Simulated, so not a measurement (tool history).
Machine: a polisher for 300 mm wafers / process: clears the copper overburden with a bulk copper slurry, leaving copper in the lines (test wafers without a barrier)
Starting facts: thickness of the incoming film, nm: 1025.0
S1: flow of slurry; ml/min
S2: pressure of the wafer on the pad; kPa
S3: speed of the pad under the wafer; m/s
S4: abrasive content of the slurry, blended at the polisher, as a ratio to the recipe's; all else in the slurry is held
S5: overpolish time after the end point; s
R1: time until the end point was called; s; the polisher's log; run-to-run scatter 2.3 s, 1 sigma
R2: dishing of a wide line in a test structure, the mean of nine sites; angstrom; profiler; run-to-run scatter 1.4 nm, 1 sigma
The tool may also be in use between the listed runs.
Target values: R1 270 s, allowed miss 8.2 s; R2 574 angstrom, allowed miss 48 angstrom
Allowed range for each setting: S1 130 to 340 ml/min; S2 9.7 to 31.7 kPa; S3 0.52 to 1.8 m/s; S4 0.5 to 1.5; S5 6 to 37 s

Run 1, day 0: S1 220 ml/min, S2 20.7 kPa, S3 1.16 m/s, S4 1, S5 19 s. Result: R1 112.28 s, R2 826.37 angstrom.
Run 2, day 0.1: S1 220 ml/min, S2 20.7 kPa, S3 1.16 m/s, S4 1.2, S5 19 s. Result: R1 108.64 s, R2 836.45 angstrom.
Run 3, day 0.258: S1 215 ml/min, S2 17.2 kPa, S3 1.02 m/s, S4 1.2, S5 21 s. Result: R1 142.67 s, R2 754.35 angstrom.
Run 4, day 0.438: S1 215 ml/min, S2 17.2 kPa, S3 0.88 m/s, S4 1.2, S5 21 s. Result: R1 156 s, R2 720.37 angstrom.
At day 0.717: slurry blender recalibrated.
Run 5, day 0.717: S1 240 ml/min, S2 17.2 kPa, S3 0.88 m/s, S4 1.2, S5 21 s. Result: R1 144.03 s, R2 781.09 angstrom.
Run 6, day 0.896: S1 265 ml/min, S2 17.2 kPa, S3 0.88 m/s, S4 1.2, S5 21 s. Result: R1 143.16 s, R2 734.95 angstrom.
Run 7, day 0.971: S1 265 ml/min, S2 17.2 kPa, S3 0.88 m/s, S4 1.2, S5 21 s. Result: R1 143.28 s, R2 782.23 angstrom.
Run 8, day 1.062: S1 235 ml/min, S2 14.5 kPa, S3 0.82 m/s, S4 1.2, S5 22 s. Result: R1 177.4 s, R2 664.11 angstrom.
Run 9, day 1.383: S1 210 ml/min, S2 13.1 kPa, S3 0.78 m/s, S4 1.2, S5 24 s. Result: R1 202.72 s, R2 655.73 angstrom.

5 candidate next runs follow, results not yet known. Just one meets every target within its allowed miss. Identify it.
Run A, day 1.704: S1 195 ml/min, S2 12.4 kPa, S3 0.56 m/s, S4 1.15, S5 35 s. Result: R1 ?, R2 ?.
Run B, day 1.704: S1 225 ml/min, S2 13.1 kPa, S3 0.52 m/s, S4 1.3, S5 35 s. Result: R1 ?, R2 ?.
Run C, day 1.704: S1 185 ml/min, S2 12.4 kPa, S3 0.52 m/s, S4 1.1, S5 36 s. Result: R1 ?, R2 ?.
Run D, day 1.704: S1 195 ml/min, S2 9.7 kPa, S3 0.8 m/s, S4 1.25, S5 27 s. Result: R1 ?, R2 ?.
Run E, day 1.704: S1 200 ml/min, S2 11 kPa, S3 0.82 m/s, S4 0.95, S5 17 s. Result: R1 ?, R2 ?.

move      R1      R2
   A   269.1  703.53
   B  256.34  727.76
   C  284.94  691.99
   D  267.68  586.73
   E  246.58  458.03
A: meets the target for the result that was furthest off, but another lies outside its allowed miss
B: an improvement on the last run, though not all results are within tolerance
C: takes the biggest miss from the last run beyond its target
D: every result within its allowed miss
E: an improvement on the last run, though not all results are within tolerance
The right move is D.
